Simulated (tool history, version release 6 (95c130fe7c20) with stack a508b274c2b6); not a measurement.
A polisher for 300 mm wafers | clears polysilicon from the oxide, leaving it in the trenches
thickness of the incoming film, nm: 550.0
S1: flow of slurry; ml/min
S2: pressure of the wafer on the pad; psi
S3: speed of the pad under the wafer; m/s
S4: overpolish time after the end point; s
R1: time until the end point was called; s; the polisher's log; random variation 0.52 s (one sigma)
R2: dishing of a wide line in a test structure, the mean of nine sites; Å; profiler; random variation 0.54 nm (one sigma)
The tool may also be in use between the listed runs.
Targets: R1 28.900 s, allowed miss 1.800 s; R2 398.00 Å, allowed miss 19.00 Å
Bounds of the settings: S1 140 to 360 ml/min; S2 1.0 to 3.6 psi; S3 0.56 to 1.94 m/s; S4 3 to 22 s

run	hour	S1	S2	S3	S4	R1	R2
1	0.0	230	2.3	1.24	11	40.222	388.62
2	4.1	230	2.3	0.92	11	52.912	361.07
3	11.1	230	2.6	0.94	11	45.411	378.68
4	17.2	175	2.6	0.94	11	46.995	375.00
5	24.2	175	2.3	0.94	11	52.711	363.18
6	28.6	175	1.8	0.94	11	71.209	337.50
7	33.1	175	2.2	0.96	10	56.684	353.52
8	38.3	175	2.6	0.98	9	45.524	368.02
9	46.1	175	2.8	1.00	8	42.538	361.87
10	51.8	175	3.0	1.02	8	38.011	376.62
11	58.9	175	3.2	1.04	8	36.737	382.85
12	59.5	175	3.3	1.08	8	33.946	379.86
13	62.2	175	3.4	1.10	8	31.726	386.00
14	66.9	175	3.5	1.10	8	31.550	380.08

4 next moves are on the table. One of them brings every result within its allowed miss. Which?
A	71.6	270	3.3	1.02	13	?	?
B	71.6	190	3.1	1.14	22	?	?
C	71.6	140	3.2	1.08	8	?	?
D	71.6	270	3.5	1.14	16	?	?

move	R1	R2
A	33.957	395.34
B	33.297	398.24
C	34.857	377.12
D	28.791	398.00
A: further off than the last run
B: further off than the last run
C: further off than the last run
D: meets every target
The right move is D.

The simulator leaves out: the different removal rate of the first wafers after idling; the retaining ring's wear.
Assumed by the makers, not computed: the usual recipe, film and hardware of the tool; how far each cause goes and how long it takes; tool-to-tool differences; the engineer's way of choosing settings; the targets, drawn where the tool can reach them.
